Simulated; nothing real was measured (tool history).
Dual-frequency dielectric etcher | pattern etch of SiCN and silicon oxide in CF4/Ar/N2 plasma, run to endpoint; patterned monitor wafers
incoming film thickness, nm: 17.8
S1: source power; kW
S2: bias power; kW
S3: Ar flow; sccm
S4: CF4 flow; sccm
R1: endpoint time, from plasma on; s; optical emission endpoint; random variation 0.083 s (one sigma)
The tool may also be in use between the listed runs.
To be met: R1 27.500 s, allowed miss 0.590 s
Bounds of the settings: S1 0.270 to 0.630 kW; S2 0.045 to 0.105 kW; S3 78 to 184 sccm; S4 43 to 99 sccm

run	day	S1	S2	S3	S4	R1
1	0.000	0.450	0.075	131	71	22.318
2	0.271	0.420	0.075	131	71	24.121
3	0.617	0.400	0.075	131	71	25.161
4	0.721	0.390	0.075	131	71	25.826
5	1.079	0.380	0.075	131	71	26.535
6	1.288	0.430	0.075	131	71	23.527
7	1.517	0.410	0.075	131	71	24.508
8	1.638	0.410	0.075	131	71	24.558
9	1.854	0.400	0.075	131	71	25.184

5 next moves are on the table. One of them brings every result within its allowed miss. Which?
A	2.071	0.390	0.061	103	58	?
B	2.071	0.430	0.075	116	72	?
C	2.071	0.360	0.081	108	67	?
D	2.071	0.490	0.067	134	75	?
E	2.071	0.390	0.069	155	82	?

move	R1
A	28.482
B	22.705
C	25.967
D	21.769
E	27.329
A: takes the result that was furthest off past its target
B: further off than the last run
C: nearer than the last run, and not there yet
D: further off than the last run
E: meets every target
Move E is the one to make.

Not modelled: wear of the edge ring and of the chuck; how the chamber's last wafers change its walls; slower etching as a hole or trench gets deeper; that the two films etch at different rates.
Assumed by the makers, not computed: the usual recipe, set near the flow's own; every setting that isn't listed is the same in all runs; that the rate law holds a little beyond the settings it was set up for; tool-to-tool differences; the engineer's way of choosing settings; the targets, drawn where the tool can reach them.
